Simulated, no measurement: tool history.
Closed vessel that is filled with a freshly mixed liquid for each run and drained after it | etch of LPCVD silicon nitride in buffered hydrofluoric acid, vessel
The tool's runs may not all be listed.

run,day,temperature setpoint of the liquid (K),parts of 40 % ammonium fluoride to one part of 49 % hydrofluoric acid (parts by volume),time in the liquid (s),thickness taken off the LPCVD silicon nitride on a monitor wafer (nm)
1,0.000,295.15,15.0,3175,21.779
2,0.275,297.15,14.0,3180,26.563
3,0.408,298.65,14.0,3180,28.685
4,0.517,299.65,13.5,3180,31.276
5,0.854,299.65,17.5,3180,24.257
6,1.138,299.65,17.5,3380,25.769
7,1.379,300.65,16.5,3380,28.708
8,1.696,301.15,15.5,3380,31.637
9,1.800,301.15,15.5,3380,31.635

Run 10 has not been measured yet. What should we expect?
10,2.062,301.65,15.0,3380,?

thickness taken off the LPCVD silicon nitride on a monitor wafer (nm): 34.101
